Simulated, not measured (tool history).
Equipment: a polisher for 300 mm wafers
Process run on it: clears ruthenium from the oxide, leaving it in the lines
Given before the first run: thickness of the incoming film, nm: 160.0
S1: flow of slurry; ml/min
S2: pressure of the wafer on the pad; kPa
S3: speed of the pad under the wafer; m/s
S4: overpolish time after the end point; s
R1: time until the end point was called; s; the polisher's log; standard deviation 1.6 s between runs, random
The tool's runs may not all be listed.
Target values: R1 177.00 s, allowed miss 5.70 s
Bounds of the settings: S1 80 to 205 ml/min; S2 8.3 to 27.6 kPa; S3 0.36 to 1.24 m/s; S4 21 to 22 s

run 1 hour=0.0 | S1=135 S2=17.9 S3=0.80 S4=21 | R1=150.40
run 2 hour=4.9 | S1=135 S2=17.9 S3=0.60 S4=21 | R1=198.35
run 3 hour=8.2 | S1=105 S2=17.9 S3=0.60 S4=21 | R1=214.21
run 4 hour=15.5 | S1=110 S2=17.9 S3=0.60 S4=21 | R1=209.74
run 5 hour=21.8 | S1=115 S2=17.9 S3=0.60 S4=21 | R1=202.61
run 6 hour=23.7 | S1=120 S2=17.9 S3=0.60 S4=21 | R1=203.69
run 7 hour=24.3 | S1=125 S2=17.9 S3=0.60 S4=21 | R1=205.82
run 8 hour=29.9 | S1=130 S2=17.9 S3=0.60 S4=21 | R1=200.28
run 9 hour=38.0 | S1=135 S2=17.9 S3=0.60 S4=21 | R1=195.15
run 10 hour=43.0 | S1=140 S2=17.9 S3=0.60 S4=21 | R1=192.26
run 11 hour=48.6 | S1=155 S2=17.9 S3=0.60 S4=21 | R1=189.08

Below are 4 possible settings for the next run. Only one of them brings all results inside the allowed miss of their targets. Which is it?
run A hour=54.2 | S1=165 S2=18.6 S3=0.54 S4=21 | R1=?
run B hour=54.2 | S1=135 S2=20.0 S3=0.54 S4=22 | R1=?
run C hour=54.2 | S1=155 S2=18.6 S3=0.52 S4=22 | R1=?
run D hour=54.2 | S1=160 S2=18.6 S3=0.62 S4=21 | R1=?

move=A R1=203.77
move=B R1=199.61
move=C R1=214.17
move=D R1=180.06
A: further off than the last run
B: further off than the last run
C: further off than the last run
D: every result within its allowed miss
Go with D: it meets all targets.
